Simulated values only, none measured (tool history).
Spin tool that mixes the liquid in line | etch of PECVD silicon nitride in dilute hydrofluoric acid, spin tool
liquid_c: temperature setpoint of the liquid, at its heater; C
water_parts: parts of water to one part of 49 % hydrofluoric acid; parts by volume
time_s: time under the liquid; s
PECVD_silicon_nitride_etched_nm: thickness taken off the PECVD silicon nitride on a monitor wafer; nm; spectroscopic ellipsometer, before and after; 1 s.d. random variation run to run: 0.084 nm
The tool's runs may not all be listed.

run	hour	liquid_c	water_parts	time_s	PECVD_silicon_nitride_etched_nm
1	0.0	25.0	60	260	17.264
2	3.1	26.5	60	260	18.928
3	6.7	26.5	60	285	20.747
4	14.7	27.5	60	285	22.176
5	23.8	28.5	60	285	23.874
6	30.3	28.5	45	285	31.648

Run 7 is up next; what results do you expect?
7	36.8	28.0	45	285	?

For run 7 the tool returned PECVD_silicon_nitride_etched_nm 30.308 nm.
